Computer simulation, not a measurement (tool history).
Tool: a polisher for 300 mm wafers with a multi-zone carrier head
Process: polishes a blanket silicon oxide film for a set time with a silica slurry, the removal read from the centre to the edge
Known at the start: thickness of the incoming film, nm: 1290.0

run    day  flow of slurry (ml/min)  pressure of the head's centre zone  pressure of the head's middle zone  pressure of the head's edge zone  abrasive content of the slurry  polishing time (s)  film removed at the wafer's centre (Å)  film removed at mid-radius (Å)  film removed at the wafer's edge (Å)
  1  0.000                      220                                1.00                                1.00                              1.00                            1.00                  78                                  2868.0                          2954.7                                2896.0
  2  0.075                      225                                1.01                                1.00                              1.03                            1.05                  78                                  2907.8                          2998.2                                2965.7
  3  0.138                      225                                1.01                                1.00                              1.03                            1.05                  65                                  2449.9                          2435.8                                2450.6
  4  0.362                      225                                1.02                                0.99                              1.04                            1.15                  68                                  2682.7                          2751.8                                2638.1
  5  0.592                      200                                1.02                                0.99                              1.04                            1.15                  68                                  2680.8                          2604.3                                2703.8
  6  0.667                      200                                0.97                                0.99                              1.04                            1.15                  68                                  2496.5                          2607.7                                2742.9
  7  0.929                      190                                0.99                                0.99                              1.04                            1.25                  71                                  2776.5                          2774.3                                2877.0

Forecast run 8:
  8  1.112                      190                                1.00                                0.99                              1.06                            1.30                  74                                       ?                               ?                                     ?

{"run 8": {"film removed at the wafer's centre (Å)": 3014.2, "film removed at mid-radius (Å)": 2908.4, "film removed at the wafer's edge (Å)": 3135.6}}
